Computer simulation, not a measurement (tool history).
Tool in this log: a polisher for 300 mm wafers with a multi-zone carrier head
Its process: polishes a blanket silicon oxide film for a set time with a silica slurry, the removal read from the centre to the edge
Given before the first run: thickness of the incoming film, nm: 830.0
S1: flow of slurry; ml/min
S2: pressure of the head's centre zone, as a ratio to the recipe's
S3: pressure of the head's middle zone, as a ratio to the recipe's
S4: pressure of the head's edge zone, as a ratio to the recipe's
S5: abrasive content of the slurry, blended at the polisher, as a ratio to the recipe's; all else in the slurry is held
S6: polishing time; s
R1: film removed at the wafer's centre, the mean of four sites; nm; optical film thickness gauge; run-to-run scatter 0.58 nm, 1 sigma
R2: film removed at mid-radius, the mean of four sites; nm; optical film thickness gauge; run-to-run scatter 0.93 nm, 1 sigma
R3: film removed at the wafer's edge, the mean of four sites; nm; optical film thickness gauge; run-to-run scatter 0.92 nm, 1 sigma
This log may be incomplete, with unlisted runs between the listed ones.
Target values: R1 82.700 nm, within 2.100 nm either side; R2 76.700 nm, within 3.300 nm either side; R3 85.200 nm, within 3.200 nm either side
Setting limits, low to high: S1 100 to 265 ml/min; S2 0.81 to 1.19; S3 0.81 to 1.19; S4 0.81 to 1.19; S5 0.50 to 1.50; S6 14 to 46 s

run,hour,S1,S2,S3,S4,S5,S6,R1,R2,R3
1,0.0,170,1.00,1.00,1.00,1.00,30,118.980,119.800,120.790
2,2.3,165,0.99,0.96,0.97,0.90,30,113.490,112.140,113.930
3,10.0,165,0.99,0.96,1.03,0.90,30,113.120,111.150,115.650
4,17.6,150,0.99,0.96,1.03,0.90,30,111.930,109.560,114.030
5,20.1,140,0.98,0.93,1.03,0.80,29,98.549,98.758,102.930
6,22.1,140,0.98,0.93,1.10,0.80,29,99.551,100.370,106.010
7,28.1,130,0.96,0.83,1.00,0.55,29,79.707,72.039,82.725
8,29.7,135,0.96,0.84,1.00,0.55,29,80.294,75.802,84.962

Next run, 5 choices. One meets every target within its allowed miss, the rest don't. Which?
A,31.3,180,0.95,0.84,0.95,0.60,27,?,?,?
B,31.3,170,1.10,0.92,0.94,0.50,28,?,?,?
C,31.3,130,0.93,0.86,0.98,0.70,26,?,?,?
D,31.3,130,0.93,0.94,1.02,0.50,30,?,?,?
E,31.3,125,0.95,0.88,1.00,0.55,28,?,?,?

move,R1,R2,R3
A,81.609,75.420,84.996
B,88.431,75.690,79.362
C,77.785,75.337,85.470
D,75.729,78.620,84.094
E,75.172,72.612,81.589
A: meets every target
B: takes the result that was furthest off past its target
C: lands further from the targets than the last run did
D: lands further from the targets than the last run did
E: lands further from the targets than the last run did
Correct choice: A, which meets every target

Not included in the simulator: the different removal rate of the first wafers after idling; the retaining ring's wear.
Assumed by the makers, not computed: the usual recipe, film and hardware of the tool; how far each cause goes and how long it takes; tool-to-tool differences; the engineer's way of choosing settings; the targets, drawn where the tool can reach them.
